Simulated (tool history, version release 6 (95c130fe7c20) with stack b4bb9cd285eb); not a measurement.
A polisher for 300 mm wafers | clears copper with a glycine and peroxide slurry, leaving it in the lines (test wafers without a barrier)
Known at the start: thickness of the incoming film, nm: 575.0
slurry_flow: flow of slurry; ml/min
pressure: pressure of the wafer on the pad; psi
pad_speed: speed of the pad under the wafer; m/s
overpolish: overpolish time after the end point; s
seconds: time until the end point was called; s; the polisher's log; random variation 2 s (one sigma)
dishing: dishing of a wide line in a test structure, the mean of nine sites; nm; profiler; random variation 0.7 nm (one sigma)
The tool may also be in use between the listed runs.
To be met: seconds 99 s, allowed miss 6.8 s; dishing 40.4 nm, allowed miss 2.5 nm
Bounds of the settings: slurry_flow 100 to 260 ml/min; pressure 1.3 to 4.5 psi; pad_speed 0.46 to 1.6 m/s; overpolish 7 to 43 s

run  hour  slurry_flow  pressure  pad_speed  overpolish  seconds  dishing
  1     0          165       2.9       1.02          22   99.788   80.082
  2   6.4          160       2.4       1.18          17   104.28   63.344
  3   9.9          160       1.8       1.18          17   125.96   52.724
  4  18.3          160       1.8       1.18          13   126.51   42.701
  5  23.7          180       1.8       1.18          13   128.37   43.698
  6  27.9          170       1.8       1.26          11   120.79    38.68
  7  28.8          170       1.9       1.28          11   119.34   41.281
  8  36.3          170         2       1.32          10   109.66   38.632

Which of these 5 next moves meets every target?
  A  43.8          150       2.4       1.28           9        ?        ?
  B  43.8          205       2.2        1.6          10        ?        ?
  C  43.8          185       2.7        1.4           9        ?        ?
  D  43.8          170       2.6       1.46           8        ?        ?
  E  43.8          190       1.9       1.28          11        ?        ?

move  seconds  dishing
   A   99.087   38.675
   B   87.191   46.382
   C   82.915   45.062
   D   84.045   40.323
   E   112.57   40.558
A: meets every target
B: takes the result that was furthest off past its target
C: takes the result that was furthest off past its target
D: takes the result that was furthest off past its target
E: further off than the last run
Move A is the one to make.

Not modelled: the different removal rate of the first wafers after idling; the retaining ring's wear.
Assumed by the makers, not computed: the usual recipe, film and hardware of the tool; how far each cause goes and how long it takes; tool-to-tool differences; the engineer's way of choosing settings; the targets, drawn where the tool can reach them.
